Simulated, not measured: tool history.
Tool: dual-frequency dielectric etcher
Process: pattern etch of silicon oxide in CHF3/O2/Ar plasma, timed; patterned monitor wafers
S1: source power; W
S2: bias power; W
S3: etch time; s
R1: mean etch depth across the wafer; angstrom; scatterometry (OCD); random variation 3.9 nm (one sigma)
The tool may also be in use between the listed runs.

run    day   S1   S2   S3     R1
  1  0.000  800  198  552  11997
  2  0.183  800  198  576  12646
  3  0.321  730  198  576  11994
  4  0.412  730  198  576  11945
     0.688  -- bias power generator calibrated
  5  0.688  700  198  576  11815
  6  0.788  700  198  576  11833
  7  1.029  670  197  576  11499
  8  1.267  650  197  576  11242
  9  1.375  650  197  576  11287
 10  1.433  630  197  576  11142

The next listed run, before its measurement:
 11  1.508  620  197  576   ?

{"run 11": {"R1": 10977}}
